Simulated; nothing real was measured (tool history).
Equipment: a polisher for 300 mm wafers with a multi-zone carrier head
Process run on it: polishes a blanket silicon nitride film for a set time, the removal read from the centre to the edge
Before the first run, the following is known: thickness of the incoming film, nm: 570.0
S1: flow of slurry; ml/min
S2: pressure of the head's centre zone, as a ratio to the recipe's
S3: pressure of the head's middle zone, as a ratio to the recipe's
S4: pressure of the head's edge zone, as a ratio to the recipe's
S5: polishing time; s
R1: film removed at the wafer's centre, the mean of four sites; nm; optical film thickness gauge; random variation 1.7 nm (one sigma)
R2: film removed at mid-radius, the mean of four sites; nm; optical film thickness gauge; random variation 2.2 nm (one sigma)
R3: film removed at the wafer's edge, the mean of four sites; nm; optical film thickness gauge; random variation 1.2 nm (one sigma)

Run 1, day 0: S1 160 ml/min, S2 1, S3 1, S4 1, S5 61 s. Result: R1 121.15 nm, R2 119.15 nm, R3 126.9 nm.
Run 2, day 0.3: S1 165 ml/min, S2 1, S3 0.99, S4 1.03, S5 64 s. Result: R1 126.58 nm, R2 127.62 nm, R3 135.46 nm.
Run 3, day 0.508: S1 165 ml/min, S2 1.01, S3 0.96, S4 1.05, S5 66 s. Result: R1 134.89 nm, R2 126.17 nm, R3 140.01 nm.
Run 4, day 0.792: S1 165 ml/min, S2 1, S3 0.95, S4 1.07, S5 68 s. Result: R1 132.83 nm, R2 130.31 nm, R3 144.57 nm.
Run 5, day 0.821: S1 165 ml/min, S2 1, S3 0.93, S4 1.09, S5 70 s. Result: R1 139.36 nm, R2 129.81 nm, R3 153.09 nm.
Run 6, day 0.858: S1 150 ml/min, S2 1, S3 0.93, S4 1.09, S5 70 s. Result: R1 140.36 nm, R2 131.46 nm, R3 151.18 nm.

Expected results for the next run?
Run 7, day 1: S1 155 ml/min, S2 1, S3 0.92, S4 1.11, S5 72 s. Result: R1 ?, R2 ?, R3 ?.

R1: 138.98 nm
R2: 133.34 nm
R3: 155.52 nm
